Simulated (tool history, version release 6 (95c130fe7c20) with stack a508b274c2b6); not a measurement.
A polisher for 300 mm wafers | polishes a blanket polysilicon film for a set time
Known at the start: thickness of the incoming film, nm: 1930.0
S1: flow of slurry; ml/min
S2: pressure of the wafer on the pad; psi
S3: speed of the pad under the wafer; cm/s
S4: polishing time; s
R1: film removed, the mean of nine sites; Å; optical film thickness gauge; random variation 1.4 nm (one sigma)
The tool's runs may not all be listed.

run    day   S1   S2   S3  S4      R1
  1      0  220    3  128  19  2304.3
  2  0.317  260    3  128  19  2381.5
  3  0.629  260    3  128  16  2017.5
  4  0.712  295    3  128  16  2005.7
  5  0.788  295  2.5  126  16  1665.8
  6  0.946  295  2.2  126  16  1470.2
  7  1.296  295    2  126  16  1333.5

Run 8 comes next. What will it give?
  8  1.367  290  1.6  126  16   ?

R1: 1112.4 Å
